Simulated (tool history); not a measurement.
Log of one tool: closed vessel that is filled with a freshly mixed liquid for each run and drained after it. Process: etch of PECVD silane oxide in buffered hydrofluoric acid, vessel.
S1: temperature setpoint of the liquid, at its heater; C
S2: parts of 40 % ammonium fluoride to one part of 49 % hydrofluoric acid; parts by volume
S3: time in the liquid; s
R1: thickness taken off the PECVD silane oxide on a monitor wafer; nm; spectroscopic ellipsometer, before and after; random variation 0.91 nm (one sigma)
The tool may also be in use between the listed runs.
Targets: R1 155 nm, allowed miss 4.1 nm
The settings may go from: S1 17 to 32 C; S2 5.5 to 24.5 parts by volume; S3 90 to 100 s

Run 1, hour 0: S1 24 C, S2 15 parts by volume, S3 90 s. Result: R1 202.2 nm.
Run 2, hour 4.4: S1 24 C, S2 15 parts by volume, S3 90 s. Result: R1 202.07 nm.
Run 3, hour 11.6: S1 23 C, S2 15 parts by volume, S3 90 s. Result: R1 191.66 nm.
Run 4, hour 19.6: S1 20.5 C, S2 15 parts by volume, S3 90 s. Result: R1 164.44 nm.
Run 5, hour 25.4: S1 17 C, S2 15 parts by volume, S3 90 s. Result: R1 137.56 nm.
Run 6, hour 26.5: S1 17.5 C, S2 15 parts by volume, S3 90 s. Result: R1 140.14 nm.
Run 7, hour 27.2: S1 18 C, S2 15 parts by volume, S3 90 s. Result: R1 144.59 nm.
Run 8, hour 32.8: S1 18 C, S2 15 parts by volume, S3 90 s. Result: R1 144.33 nm.

Which of these 5 next moves meets every target?
Run A, hour 38.4: S1 18.5 C, S2 17 parts by volume, S3 95 s. Result: R1 ?.
Run B, hour 38.4: S1 21.5 C, S2 18 parts by volume, S3 100 s. Result: R1 ?.
Run C, hour 38.4: S1 19 C, S2 15.5 parts by volume, S3 95 s. Result: R1 ?.
Run D, hour 38.4: S1 17 C, S2 15 parts by volume, S3 90 s. Result: R1 ?.
Run E, hour 38.4: S1 18 C, S2 17 parts by volume, S3 100 s. Result: R1 ?.

move      R1
   A  139.02
   B  163.67
   C  156.64
   D   136.8
   E  142.24
A: further off than the last run
B: takes the result that was furthest off past its target
C: meets every target
D: further off than the last run
E: further off than the last run
Answer: C
